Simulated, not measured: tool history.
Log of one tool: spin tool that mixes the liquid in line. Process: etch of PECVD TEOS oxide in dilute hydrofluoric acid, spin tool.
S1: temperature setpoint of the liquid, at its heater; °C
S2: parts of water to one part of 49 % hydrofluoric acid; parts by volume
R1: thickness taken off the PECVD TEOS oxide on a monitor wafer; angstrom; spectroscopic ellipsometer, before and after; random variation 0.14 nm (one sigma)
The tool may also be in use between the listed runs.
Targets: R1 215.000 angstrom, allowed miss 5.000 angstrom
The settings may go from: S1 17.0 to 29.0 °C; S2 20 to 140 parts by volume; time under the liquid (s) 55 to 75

run 1 hour=0.0 | S1=21.0 S2=75 time_under_the_liquid_(s)=75 | R1=109.550
run 2 hour=1.7 | S1=21.0 S2=75 time_under_the_liquid_(s)=55 | R1=81.249
run 3 hour=7.3 | S1=21.0 S2=100 time_under_the_liquid_(s)=55 | R1=58.847
run 4 hour=15.5 | S1=21.0 S2=120 time_under_the_liquid_(s)=55 | R1=47.550
run 5 hour=16.7 | S1=22.0 S2=105 time_under_the_liquid_(s)=55 | R1=57.727
run 6 hour=21.9 | S1=23.0 S2=90 time_under_the_liquid_(s)=55 | R1=71.482
run 7 hour=26.9 | S1=23.5 S2=80 time_under_the_liquid_(s)=55 | R1=82.995
run 8 hour=31.7 | S1=24.0 S2=70 time_under_the_liquid_(s)=55 | R1=97.919
run 9 hour=38.0 | S1=24.5 S2=60 time_under_the_liquid_(s)=55 | R1=118.690
run 10 hour=43.8 | S1=25.0 S2=55 time_under_the_liquid_(s)=55 | R1=132.080
run 11 hour=51.2 | S1=25.5 S2=50 time_under_the_liquid_(s)=55 | R1=150.920
run 12 hour=54.6 | S1=26.0 S2=50 time_under_the_liquid_(s)=55 | R1=152.700
run 13 hour=58.5 | S1=26.5 S2=50 time_under_the_liquid_(s)=55 | R1=155.640
run 14 hour=67.2 | S1=27.0 S2=50 time_under_the_liquid_(s)=55 | R1=159.010
run 15 hour=71.7 | S1=27.0 S2=50 time_under_the_liquid_(s)=55 | R1=160.470
run 16 hour=77.2 | S1=27.5 S2=50 time_under_the_liquid_(s)=55 | R1=163.360
run 17 hour=85.3 | S1=29.0 S2=30 time_under_the_liquid_(s)=55 | R1=297.600
run 18 hour=91.9 | S1=28.0 S2=30 time_under_the_liquid_(s)=55 | R1=284.960
run 19 hour=100.4 | S1=28.0 S2=30 time_under_the_liquid_(s)=55 | R1=284.840
run 20 hour=106.4 | S1=26.5 S2=30 time_under_the_liquid_(s)=55 | R1=267.520
run 21 hour=109.0 | S1=25.5 S2=30 time_under_the_liquid_(s)=55 | R1=261.600
run 22 hour=112.8 | S1=24.5 S2=30 time_under_the_liquid_(s)=55 | R1=245.020
run 23 hour=114.3 | S1=24.0 S2=30 time_under_the_liquid_(s)=55 | R1=240.060
run 24 hour=118.4 | S1=24.0 S2=30 time_under_the_liquid_(s)=55 | R1=241.860
run 25 hour=125.5 | S1=23.5 S2=30 time_under_the_liquid_(s)=55 | R1=236.250

Which of these 5 next moves meets every target?
run A hour=132.6 | S1=22.5 S2=30 time_under_the_liquid_(s)=60 | R1=?
run B hour=132.6 | S1=23.5 S2=30 time_under_the_liquid_(s)=60 | R1=?
run C hour=132.6 | S1=23.5 S2=40 time_under_the_liquid_(s)=65 | R1=?
run D hour=132.6 | S1=24.0 S2=30 time_under_the_liquid_(s)=55 | R1=?
run E hour=132.6 | S1=25.5 S2=45 time_under_the_liquid_(s)=70 | R1=?

move=A R1=247.390
move=B R1=258.040
move=C R1=206.890
move=D R1=241.550
move=E R1=213.630
A: further off than the last run
B: further off than the last run
C: takes the result that was furthest off past its target
D: further off than the last run
E: meets every target
Answer: E

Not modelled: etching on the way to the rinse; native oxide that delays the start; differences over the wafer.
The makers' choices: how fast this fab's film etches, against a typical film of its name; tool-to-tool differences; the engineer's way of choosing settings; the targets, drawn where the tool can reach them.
